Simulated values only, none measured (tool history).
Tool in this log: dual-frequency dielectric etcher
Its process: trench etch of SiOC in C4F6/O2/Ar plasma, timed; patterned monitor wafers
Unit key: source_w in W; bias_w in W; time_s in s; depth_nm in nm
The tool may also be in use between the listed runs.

{"run": 1, "hour": 0.0, "source_w": 440, "bias_w": 246, "time_s": 19, "depth_nm": 49.5}
{"run": 2, "hour": 4.0, "source_w": 460, "bias_w": 253, "time_s": 19, "depth_nm": 50.59}
{"run": 3, "hour": 12.0, "source_w": 460, "bias_w": 238, "time_s": 19, "depth_nm": 49.917}
{"run": 4, "hour": 16.2, "source_w": 470, "bias_w": 246, "time_s": 19, "depth_nm": 50.745}
{"run": 5, "hour": 18.4, "source_w": 480, "bias_w": 253, "time_s": 19, "depth_nm": 51.865}
{"run": 6, "hour": 20.4, "source_w": 490, "bias_w": 258, "time_s": 19, "depth_nm": 52.459}
{"run": 7, "hour": 24.9, "source_w": 490, "bias_w": 258, "time_s": 19, "depth_nm": 52.577}
{"run": 8, "hour": 26.6, "source_w": 500, "bias_w": 263, "time_s": 19, "depth_nm": 53.33}
{"run": 9, "hour": 34.5, "source_w": 510, "bias_w": 268, "time_s": 19, "depth_nm": 53.766}
{"run": 10, "hour": 39.3, "source_w": 520, "bias_w": 273, "time_s": 19, "depth_nm": 54.57}
{"run": 11, "hour": 48.1, "source_w": 530, "bias_w": 277, "time_s": 19, "depth_nm": 55.419}

Estimate the outcome of run 12 from the log above:
{"run": 12, "hour": 56.6, "source_w": 540, "bias_w": 281, "time_s": 19, "depth_nm": "?"}

{"run 12": {"depth_nm": 56.042}}
